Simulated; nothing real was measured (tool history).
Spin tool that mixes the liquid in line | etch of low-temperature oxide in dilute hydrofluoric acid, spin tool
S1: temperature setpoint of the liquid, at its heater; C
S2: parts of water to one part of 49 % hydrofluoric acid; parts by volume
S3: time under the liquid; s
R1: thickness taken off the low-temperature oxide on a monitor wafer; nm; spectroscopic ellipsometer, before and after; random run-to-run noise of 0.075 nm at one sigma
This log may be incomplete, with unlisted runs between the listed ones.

run 1 hour=0 | S1=20 S2=60 S3=15 | R1=3.9019
run 2 hour=1.4 | S1=20 S2=70 S3=15 | R1=3.2955
run 3 hour=10.3 | S1=21.5 S2=60 S3=15 | R1=4.1505
run 4 hour=15.8 | S1=24.5 S2=60 S3=15 | R1=4.6954
run 5 hour=19.7 | S1=25 S2=55 S3=15 | R1=5.2875
run 6 hour=24 | S1=25.5 S2=50 S3=15 | R1=5.8933
run 7 hour=26.4 | S1=26 S2=45 S3=15 | R1=6.7222
run 8 hour=28.7 | S1=28 S2=20 S3=15 | R1=17.28
run 9 hour=30.4 | S1=26.5 S2=20 S3=15 | R1=15.982
run 10 hour=31.6 | S1=25 S2=20 S3=15 | R1=15.038

Forecast run 11:
run 11 hour=36.8 | S1=24 S2=20 S3=15 | R1=?

{"run 11": {"R1": 14.531}}
